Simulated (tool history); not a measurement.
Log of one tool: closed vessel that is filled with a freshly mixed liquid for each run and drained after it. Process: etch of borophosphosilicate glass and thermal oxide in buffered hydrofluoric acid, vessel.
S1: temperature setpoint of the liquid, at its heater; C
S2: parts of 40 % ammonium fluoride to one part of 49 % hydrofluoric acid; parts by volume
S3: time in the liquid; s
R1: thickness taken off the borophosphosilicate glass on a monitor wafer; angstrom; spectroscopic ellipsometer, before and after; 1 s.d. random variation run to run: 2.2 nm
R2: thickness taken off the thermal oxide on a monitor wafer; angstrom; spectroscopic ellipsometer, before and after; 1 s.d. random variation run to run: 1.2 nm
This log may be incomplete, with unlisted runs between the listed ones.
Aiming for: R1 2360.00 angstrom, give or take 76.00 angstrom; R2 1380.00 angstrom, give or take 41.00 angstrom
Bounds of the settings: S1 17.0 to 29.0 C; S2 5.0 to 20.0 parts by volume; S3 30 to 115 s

run,hour,S1,S2,S3,R1,R2
1,0.0,21.0,12.0,60,823.98,484.74
2,7.1,23.0,10.0,60,1093.70,661.39
3,13.7,24.0,8.5,60,1341.30,779.48
4,21.2,24.0,8.5,35,763.63,449.60
5,27.5,21.5,8.5,35,674.41,388.93
6,30.9,21.5,11.5,35,509.20,310.12
7,32.2,25.5,7.5,65,1803.40,1046.10
8,40.4,26.5,7.5,65,1891.40,1108.40

Below are 4 possible settings for the next run. Only one of them brings all results inside the allowed miss of their targets. Which is it?
A,48.6,25.5,7.0,85,?,?
B,48.6,25.5,6.0,70,?,?
C,48.6,24.0,5.0,70,?,?
D,48.6,24.0,6.5,85,?,?

move,R1,R2
A,2479.00,1464.10
B,2339.50,1377.90
C,2531.90,1482.20
D,2443.00,1439.40
A: the result that was furthest off in the last run now lies on the other side of its target
B: every result within its allowed miss
C: the result that was furthest off in the last run now lies on the other side of its target
D: the result that was furthest off in the last run now lies on the other side of its target
The move that meets every target is B.

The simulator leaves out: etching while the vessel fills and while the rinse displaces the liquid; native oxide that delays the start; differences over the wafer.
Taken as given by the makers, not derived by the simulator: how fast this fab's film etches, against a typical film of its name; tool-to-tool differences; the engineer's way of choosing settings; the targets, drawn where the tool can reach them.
